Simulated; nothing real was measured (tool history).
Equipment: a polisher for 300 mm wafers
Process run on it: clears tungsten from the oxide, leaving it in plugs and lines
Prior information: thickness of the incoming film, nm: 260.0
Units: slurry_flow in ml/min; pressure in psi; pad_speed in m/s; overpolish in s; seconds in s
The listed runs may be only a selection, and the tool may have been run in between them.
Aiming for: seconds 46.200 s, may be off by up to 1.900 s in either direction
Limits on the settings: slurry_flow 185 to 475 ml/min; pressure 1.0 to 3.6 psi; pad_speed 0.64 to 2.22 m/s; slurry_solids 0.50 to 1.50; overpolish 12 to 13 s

Run 1, hour 0.0: slurry_flow 305 ml/min, pressure 2.3 psi, pad_speed 1.42 m/s, slurry_solids 1.00, overpolish 12 s. Result: seconds 55.669 s.
Run 2, hour 1.6: slurry_flow 305 ml/min, pressure 2.4 psi, pad_speed 1.42 m/s, slurry_solids 1.00, overpolish 12 s. Result: seconds 52.175 s.
Run 3, hour 8.1: slurry_flow 305 ml/min, pressure 2.5 psi, pad_speed 1.42 m/s, slurry_solids 1.00, overpolish 12 s. Result: seconds 51.061 s.
Run 4, hour 8.8: slurry_flow 305 ml/min, pressure 2.6 psi, pad_speed 1.42 m/s, slurry_solids 1.00, overpolish 12 s. Result: seconds 49.421 s.
Run 5, hour 10.4: slurry_flow 305 ml/min, pressure 2.1 psi, pad_speed 1.42 m/s, slurry_solids 1.00, overpolish 12 s. Result: seconds 60.953 s.
Run 6, hour 15.6: slurry_flow 305 ml/min, pressure 2.3 psi, pad_speed 1.42 m/s, slurry_solids 1.00, overpolish 12 s. Result: seconds 55.452 s.
Run 7, hour 24.3: slurry_flow 305 ml/min, pressure 2.4 psi, pad_speed 1.42 m/s, slurry_solids 1.00, overpolish 12 s. Result: seconds 52.168 s.
Run 8, hour 27.3: slurry_flow 305 ml/min, pressure 2.5 psi, pad_speed 1.42 m/s, slurry_solids 1.00, overpolish 12 s. Result: seconds 50.748 s.
Run 9, hour 28.2: slurry_flow 305 ml/min, pressure 2.6 psi, pad_speed 1.42 m/s, slurry_solids 1.00, overpolish 12 s. Result: seconds 49.092 s.

Pick the move, out of 4, that brings all results within their allowed miss; only one does.
Run A, hour 29.1: slurry_flow 270 ml/min, pressure 2.7 psi, pad_speed 1.50 m/s, slurry_solids 0.90, overpolish 12 s. Result: seconds ?.
Run B, hour 29.1: slurry_flow 280 ml/min, pressure 2.4 psi, pad_speed 1.48 m/s, slurry_solids 1.05, overpolish 12 s. Result: seconds ?.
Run C, hour 29.1: slurry_flow 295 ml/min, pressure 2.7 psi, pad_speed 1.36 m/s, slurry_solids 0.95, overpolish 13 s. Result: seconds ?.
Run D, hour 29.1: slurry_flow 310 ml/min, pressure 2.3 psi, pad_speed 1.54 m/s, slurry_solids 0.95, overpolish 12 s. Result: seconds ?.

move  seconds
   A   47.354
   B   51.570
   C   51.108
   D   52.133
A: in spec on every target
B: lands further from the targets than the last run did
C: lands further from the targets than the last run did
D: lands further from the targets than the last run did
A meets every target.
